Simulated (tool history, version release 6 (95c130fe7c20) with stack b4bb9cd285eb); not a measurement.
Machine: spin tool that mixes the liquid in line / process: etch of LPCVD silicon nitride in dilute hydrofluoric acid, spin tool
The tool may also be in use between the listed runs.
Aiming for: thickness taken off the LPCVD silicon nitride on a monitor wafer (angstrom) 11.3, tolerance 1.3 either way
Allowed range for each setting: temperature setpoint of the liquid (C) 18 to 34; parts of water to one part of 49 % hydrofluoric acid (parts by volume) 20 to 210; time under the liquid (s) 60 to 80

run  hour  temperature setpoint of the liquid (C)  parts of water to one part of 49 % hydrofluoric acid (parts by volume)  time under the liquid (s)  thickness taken off the LPCVD silicon nitride on a monitor wafer (angstrom)
  1     0                                      26                                                                     115                         80                                                                       4.6347
  2   0.6                                    27.5                                                                     100                         80                                                                       5.9947
  3   5.4                                    27.5                                                                     100                         60                                                                         4.38
  4  13.2                                    27.5                                                                     125                         60                                                                       3.5629
  5  14.6                                    27.5                                                                     125                         60                                                                       3.5141
  6  23.3                                    27.5                                                                     100                         65                                                                       5.0032
  7    26                                      28                                                                      85                         70                                                                       6.6119
  8  29.6                                    28.5                                                                      75                         70                                                                        7.124
  9  30.9                                    28.5                                                                      75                         70                                                                       7.2054
       35  -- hydrofluoric acid flow meter replaced
 10    35                                      32                                                                      45                         75                                                                       15.154

Below are 4 possible settings for the next run. Only one of them brings all results inside the allowed miss of their targets. Which is it?
  A  39.1                                    29.5                                                                      40                         80                                                                            ?
  B  39.1                                    31.5                                                                      45                         60                                                                            ?
  C  39.1                                    32.5                                                                      50                         80                                                                            ?
  D  39.1                                    31.5                                                                      20                         60                                                                            ?

move  thickness taken off the LPCVD silicon nitride on a monitor wafer (angstrom)
   A                                                                       13.951
   B                                                                         10.6
   C                                                                       13.568
   D                                                                       23.372
A: closer than the last run, but not yet in spec
B: all results in spec
C: closer than the last run, but not yet in spec
D: the biggest miss grows against the last run
Go with B: it meets all targets.

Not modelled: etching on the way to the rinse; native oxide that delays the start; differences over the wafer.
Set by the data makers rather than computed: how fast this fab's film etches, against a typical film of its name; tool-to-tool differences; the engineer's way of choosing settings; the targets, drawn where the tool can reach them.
